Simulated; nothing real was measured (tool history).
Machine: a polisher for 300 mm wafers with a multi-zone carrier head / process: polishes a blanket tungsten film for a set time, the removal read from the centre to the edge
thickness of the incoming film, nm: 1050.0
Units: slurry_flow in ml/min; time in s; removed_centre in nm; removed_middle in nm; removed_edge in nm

run	hour	slurry_flow	centre_zone	middle_zone	edge_zone	slurry_solids	time	removed_centre	removed_middle	removed_edge
1	0.0	155	1.00	1.00	1.00	1.00	55	283.89	288.57	299.81
2	2.1	165	1.00	1.03	1.00	1.05	55	291.81	294.33	310.88
3	7.4	155	1.00	1.06	0.97	1.05	57	303.49	316.24	318.28
4	10.2	150	1.00	1.08	0.94	1.05	58	300.58	312.50	311.09
5	13.6	160	0.99	1.10	0.92	1.05	59	307.61	333.85	312.16
6	19.1	160	0.99	1.10	0.92	1.05	46	240.35	269.48	246.69
# hour 20.3: edge zone pressure recalibrated
7	20.3	170	0.99	1.11	0.91	1.10	48	258.31	283.42	246.78
8	24.3	175	0.98	1.12	0.93	1.15	50	267.94	294.66	263.77
9	29.5	180	0.96	1.13	0.92	1.20	52	279.11	315.87	272.32

Estimate the outcome of run 10 from the log above:
10	35.8	220	0.96	1.19	1.02	1.45	57	?	?	?

Run 10 came out at removed_centre 327.93 nm, removed_middle 394.59 nm, removed_edge 336.71 nm.
